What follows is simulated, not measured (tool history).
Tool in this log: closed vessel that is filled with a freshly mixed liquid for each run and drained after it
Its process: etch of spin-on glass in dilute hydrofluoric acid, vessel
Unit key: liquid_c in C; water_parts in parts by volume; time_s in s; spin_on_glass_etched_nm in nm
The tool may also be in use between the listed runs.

{"run": 1, "hour": 0.0, "liquid_c": 22, "water_parts": 85, "time_s": 30, "spin_on_glass_etched_nm": 14.52}
{"run": 2, "hour": 7.9, "liquid_c": 23.5, "water_parts": 80, "time_s": 30, "spin_on_glass_etched_nm": 16.43}
{"run": 3, "hour": 12.7, "liquid_c": 23.5, "water_parts": 80, "time_s": 30, "spin_on_glass_etched_nm": 16.655}
{"run": 4, "hour": 20.0, "liquid_c": 25, "water_parts": 80, "time_s": 30, "spin_on_glass_etched_nm": 17.345}
{"run": 5, "hour": 23.2, "liquid_c": 25, "water_parts": 105, "time_s": 30, "spin_on_glass_etched_nm": 12.771}
{"run": 6, "hour": 25.4, "liquid_c": 26, "water_parts": 95, "time_s": 30, "spin_on_glass_etched_nm": 15.128}
{"run": 7, "hour": 28.0, "liquid_c": 26.5, "water_parts": 85, "time_s": 30, "spin_on_glass_etched_nm": 17.203}
{"run": 8, "hour": 30.0, "liquid_c": 27, "water_parts": 80, "time_s": 30, "spin_on_glass_etched_nm": 18.845}
{"run": 9, "hour": 36.4, "liquid_c": 27.5, "water_parts": 75, "time_s": 30, "spin_on_glass_etched_nm": 20.938}
{"run": 10, "hour": 41.2, "liquid_c": 28, "water_parts": 70, "time_s": 30, "spin_on_glass_etched_nm": 23.274}
{"run": 11, "hour": 44.9, "liquid_c": 28.5, "water_parts": 65, "time_s": 30, "spin_on_glass_etched_nm": 25.286}
{"run": 12, "hour": 50.3, "liquid_c": 30, "water_parts": 50, "time_s": 30, "spin_on_glass_etched_nm": 35.787}
{"run": 13, "hour": 55.1, "liquid_c": 29.5, "water_parts": 50, "time_s": 30, "spin_on_glass_etched_nm": 34.436}

What will run 14 give?
{"hour": 57.8, "done": "hydrofluoric acid flow meter replaced"}
{"run": 14, "hour": 57.8, "liquid_c": 29, "water_parts": 50, "time_s": 30, "spin_on_glass_etched_nm": "?"}

{"run 14": {"spin_on_glass_etched_nm": 31.863}}
